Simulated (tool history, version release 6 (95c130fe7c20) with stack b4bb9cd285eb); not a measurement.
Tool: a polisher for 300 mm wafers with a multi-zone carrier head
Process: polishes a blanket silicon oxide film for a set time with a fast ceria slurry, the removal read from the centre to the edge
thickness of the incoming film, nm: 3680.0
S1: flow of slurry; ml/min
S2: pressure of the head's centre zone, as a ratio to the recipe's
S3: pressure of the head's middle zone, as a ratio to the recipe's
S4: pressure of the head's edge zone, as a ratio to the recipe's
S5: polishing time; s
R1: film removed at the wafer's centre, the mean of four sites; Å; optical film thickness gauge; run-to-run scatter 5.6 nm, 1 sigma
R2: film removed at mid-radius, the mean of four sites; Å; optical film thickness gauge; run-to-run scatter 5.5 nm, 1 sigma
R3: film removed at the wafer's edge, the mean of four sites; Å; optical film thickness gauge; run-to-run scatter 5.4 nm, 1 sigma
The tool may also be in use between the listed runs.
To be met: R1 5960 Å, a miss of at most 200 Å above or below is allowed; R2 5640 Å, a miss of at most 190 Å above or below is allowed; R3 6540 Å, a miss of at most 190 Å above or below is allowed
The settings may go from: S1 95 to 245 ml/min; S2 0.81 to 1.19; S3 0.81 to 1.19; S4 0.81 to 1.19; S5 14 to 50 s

{"run": 1, "hour": 0.0, "S1": 155, "S2": 1, "S3": 1, "S4": 1, "S5": 32, "R1": 6498.7, "R2": 6519.8, "R3": 6641.6}
{"run": 2, "hour": 5.4, "S1": 170, "S2": 1, "S3": 1, "S4": 1, "S5": 32, "R1": 6665.4, "R2": 6630.5, "R3": 6576}
{"run": 3, "hour": 11.4, "S1": 140, "S2": 1, "S3": 1, "S4": 1, "S5": 32, "R1": 6421.6, "R2": 6365.8, "R3": 6347.1}
{"run": 4, "hour": 13.2, "S1": 140, "S2": 1, "S3": 1, "S4": 0.92, "S5": 32, "R1": 6340.3, "R2": 6369.2, "R3": 6235.3}
{"run": 5, "hour": 13.8, "S1": 140, "S2": 1, "S3": 1, "S4": 0.85, "S5": 32, "R1": 6316, "R2": 6304.9, "R3": 5953}
{"run": 6, "hour": 18.1, "S1": 140, "S2": 1.07, "S3": 1, "S4": 0.85, "S5": 32, "R1": 6776.1, "R2": 6327.8, "R3": 6063.5}
{"run": 7, "hour": 25.7, "S1": 135, "S2": 1.06, "S3": 0.99, "S4": 0.87, "S5": 32, "R1": 6608.5, "R2": 6299.3, "R3": 5932.8}
{"run": 8, "hour": 30.4, "S1": 135, "S2": 1.05, "S3": 0.97, "S4": 0.9, "S5": 32, "R1": 6513.6, "R2": 6175.4, "R3": 6084.2}

Which of these 5 next moves meets every target?
{"run": "A", "hour": 35.1, "S1": 140, "S2": 1.01, "S3": 0.84, "S4": 0.99, "S5": 30, "R1": "?", "R2": "?", "R3": "?"}
{"run": "B", "hour": 35.1, "S1": 165, "S2": 1, "S3": 0.93, "S4": 0.89, "S5": 31, "R1": "?", "R2": "?", "R3": "?"}
{"run": "C", "hour": 35.1, "S1": 205, "S2": 0.97, "S3": 0.85, "S4": 1, "S5": 31, "R1": "?", "R2": "?", "R3": "?"}
{"run": "D", "hour": 35.1, "S1": 155, "S2": 0.91, "S3": 0.85, "S4": 1.01, "S5": 32, "R1": "?", "R2": "?", "R3": "?"}
{"run": "E", "hour": 35.1, "S1": 135, "S2": 0.82, "S3": 0.81, "S4": 1.15, "S5": 32, "R1": "?", "R2": "?", "R3": "?"}

move=A R1=5959.2 R2=5170.8 R3=6015.4
move=B R1=6321 R2=5989 R3=6034.3
move=C R1=6396.7 R2=5746 R3=6537.4
move=D R1=5970.2 R2=5678 R3=6566.4
move=E R1=5336.5 R2=5318.8 R3=6881.5
A: moves the result that the last run missed by most past its target, out the other side
B: closes in on the targets versus the last run, not all within tolerance yet
C: meets the target for the result that was furthest off, but another lies outside its allowed miss
D: every result lands within tolerance
E: moves the result that the last run missed by most past its target, out the other side
The right move is D.

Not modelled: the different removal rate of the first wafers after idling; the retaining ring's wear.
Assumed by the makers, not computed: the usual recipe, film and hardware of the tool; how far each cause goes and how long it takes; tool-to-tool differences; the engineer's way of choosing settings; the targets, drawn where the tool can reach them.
